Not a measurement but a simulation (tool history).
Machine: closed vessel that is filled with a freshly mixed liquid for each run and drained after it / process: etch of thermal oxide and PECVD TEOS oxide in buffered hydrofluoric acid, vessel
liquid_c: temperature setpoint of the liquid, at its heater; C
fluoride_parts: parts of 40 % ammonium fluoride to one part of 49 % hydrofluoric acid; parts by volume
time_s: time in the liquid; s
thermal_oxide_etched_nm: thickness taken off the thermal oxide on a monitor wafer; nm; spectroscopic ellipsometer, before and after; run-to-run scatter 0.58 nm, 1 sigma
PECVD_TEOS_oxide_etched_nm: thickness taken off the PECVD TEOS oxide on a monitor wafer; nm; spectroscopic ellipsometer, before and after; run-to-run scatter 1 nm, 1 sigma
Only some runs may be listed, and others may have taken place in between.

run 1 hour=0.0 | liquid_c=23.0 fluoride_parts=11.5 time_s=60 | thermal_oxide_etched_nm=58.976 PECVD_TEOS_oxide_etched_nm=79.861
run 2 hour=4.5 | liquid_c=23.0 fluoride_parts=11.5 time_s=80 | thermal_oxide_etched_nm=78.954 PECVD_TEOS_oxide_etched_nm=107.840
run 3 hour=8.6 | liquid_c=23.5 fluoride_parts=11.5 time_s=80 | thermal_oxide_etched_nm=81.084 PECVD_TEOS_oxide_etched_nm=110.110
run 4 hour=16.8 | liquid_c=24.0 fluoride_parts=11.5 time_s=80 | thermal_oxide_etched_nm=82.780 PECVD_TEOS_oxide_etched_nm=113.240
run 5 hour=19.2 | liquid_c=24.0 fluoride_parts=11.5 time_s=90 | thermal_oxide_etched_nm=92.057 PECVD_TEOS_oxide_etched_nm=127.680
run 6 hour=21.3 | liquid_c=25.0 fluoride_parts=11.5 time_s=90 | thermal_oxide_etched_nm=98.909 PECVD_TEOS_oxide_etched_nm=132.850
run 7 hour=23.2 | liquid_c=24.5 fluoride_parts=11.5 time_s=90 | thermal_oxide_etched_nm=95.292 PECVD_TEOS_oxide_etched_nm=131.510

What does the tool deliver on the next run?
run 8 hour=26.2 | liquid_c=24.0 fluoride_parts=11.5 time_s=90 | thermal_oxide_etched_nm=? PECVD_TEOS_oxide_etched_nm=?

thermal_oxide_etched_nm: 93.378 nm
PECVD_TEOS_oxide_etched_nm: 127.610 nm

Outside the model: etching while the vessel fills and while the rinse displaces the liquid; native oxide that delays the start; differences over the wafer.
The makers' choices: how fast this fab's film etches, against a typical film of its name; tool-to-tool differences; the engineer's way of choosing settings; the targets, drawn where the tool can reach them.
